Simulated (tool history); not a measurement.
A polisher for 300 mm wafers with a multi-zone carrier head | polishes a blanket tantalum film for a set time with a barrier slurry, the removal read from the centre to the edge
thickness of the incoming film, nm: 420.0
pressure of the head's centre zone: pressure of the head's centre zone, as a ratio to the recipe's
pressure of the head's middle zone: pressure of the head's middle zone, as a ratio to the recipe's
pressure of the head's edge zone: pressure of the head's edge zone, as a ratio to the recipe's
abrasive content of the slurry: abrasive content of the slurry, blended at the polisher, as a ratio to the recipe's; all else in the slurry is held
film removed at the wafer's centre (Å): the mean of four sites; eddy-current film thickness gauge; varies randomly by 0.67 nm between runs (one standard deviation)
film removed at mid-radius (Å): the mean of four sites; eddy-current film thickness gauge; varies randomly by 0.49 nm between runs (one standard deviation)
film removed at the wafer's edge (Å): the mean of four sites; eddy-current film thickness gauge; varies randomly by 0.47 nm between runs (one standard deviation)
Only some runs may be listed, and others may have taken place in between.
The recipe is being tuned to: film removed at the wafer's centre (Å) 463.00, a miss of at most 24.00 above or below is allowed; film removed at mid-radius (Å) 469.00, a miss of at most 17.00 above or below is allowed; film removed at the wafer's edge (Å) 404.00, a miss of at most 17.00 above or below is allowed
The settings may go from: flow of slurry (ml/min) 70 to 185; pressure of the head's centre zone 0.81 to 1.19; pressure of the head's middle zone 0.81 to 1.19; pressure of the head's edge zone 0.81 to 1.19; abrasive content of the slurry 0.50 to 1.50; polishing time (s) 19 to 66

run	hour	flow of slurry (ml/min)	pressure of the head's centre zone	pressure of the head's middle zone	pressure of the head's edge zone	abrasive content of the slurry	polishing time (s)	film removed at the wafer's centre (Å)	film removed at mid-radius (Å)	film removed at the wafer's edge (Å)
1	0.0	120	1.00	1.00	1.00	1.00	42	316.85	330.19	313.70
2	7.8	125	1.02	1.02	1.01	1.05	42	339.25	345.91	319.77
3	10.9	130	1.02	1.03	1.02	1.10	42	347.53	349.72	331.79
4	16.1	130	1.02	1.03	1.02	1.10	48	406.42	398.61	380.84
5	23.3	135	1.02	1.04	1.02	1.10	48	399.05	403.92	375.97
6	29.0	135	1.03	1.05	1.02	1.10	48	404.81	405.69	386.62
7	37.8	140	1.04	1.06	1.00	1.10	48	414.35	420.62	377.76
8	43.3	145	1.04	1.07	1.00	1.10	48	421.45	422.10	378.90

Which one of the following 5 next-run settings gets every result inside its allowed miss? There is exactly one.
A	48.8	180	1.07	1.17	1.04	0.85	47	?	?	?
B	48.8	115	0.90	1.09	0.92	1.30	54	?	?	?
C	48.8	155	0.98	1.13	1.11	1.25	46	?	?	?
D	48.8	140	1.05	0.98	1.06	1.10	53	?	?	?
E	48.8	175	0.96	0.99	0.81	0.95	56	?	?	?

move	film removed at the wafer's centre (Å)	film removed at mid-radius (Å)	film removed at the wafer's edge (Å)
A	407.46	434.24	363.46
B	385.29	466.69	402.37
C	383.74	435.37	390.82
D	450.75	424.10	423.35
E	442.88	457.79	394.65
A: gains on the last run, yet a result remains outside its allowed miss
B: meets the target for the result that was furthest off, but another lies outside its allowed miss
C: its largest miss is bigger than the last run's
D: just as far off the targets as the last run
E: every result within its allowed miss
Answer: E
